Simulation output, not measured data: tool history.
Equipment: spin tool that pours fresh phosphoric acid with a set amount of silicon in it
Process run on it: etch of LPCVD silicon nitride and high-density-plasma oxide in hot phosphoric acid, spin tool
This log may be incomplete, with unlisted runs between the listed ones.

| run | day | temperature setpoint of the liquid (K) | silicon dissolved in the acid as it is poured (mg a litre) | time under the liquid (s) | thickness taken off the LPCVD silicon nitride on a monitor wafer (nm) | thickness taken off the high-density-plasma oxide on a monitor wafer (nm) |
|---|---|---|---|---|---|---|
| 1 | 0 | 435.15 | 8.5 | 180 | 15.695 | 0.35989 |
| 2 | 0.075 | 433.15 | 8.5 | 180 | 14.598 | 0.24106 |
| 3 | 0.446 | 433.15 | 10 | 180 | 14.672 | 0.30116 |
| 4 | 0.538 | 432.65 | 12.5 | 165 | 13.189 | 0.20911 |
| 5 | 0.858 | 432.65 | 15.5 | 165 | 13.164 | 0.22405 |
| 6 | 1.021 | 432.65 | 15.5 | 230 | 18.407 | 0.28671 |
| 7 | 1.371 | 433.65 | 14 | 190 | 15.633 | 0.23423 |
| 8 | 1.712 | 432.65 | 10.5 | 175 | 13.962 | 0.23306 |
| 9 | 2.008 | 433.65 | 7.5 | 150 | 12.371 | 0.26684 |

Estimate the outcome of run 10 from the log above:
| 10 | 2.146 | 433.65 | 5.5 | 140 | ? | ? |

Logged for run 10: thickness taken off the LPCVD silicon nitride on a monitor wafer (nm) 11.655, thickness taken off the high-density-plasma oxide on a monitor wafer (nm) 0.22844.
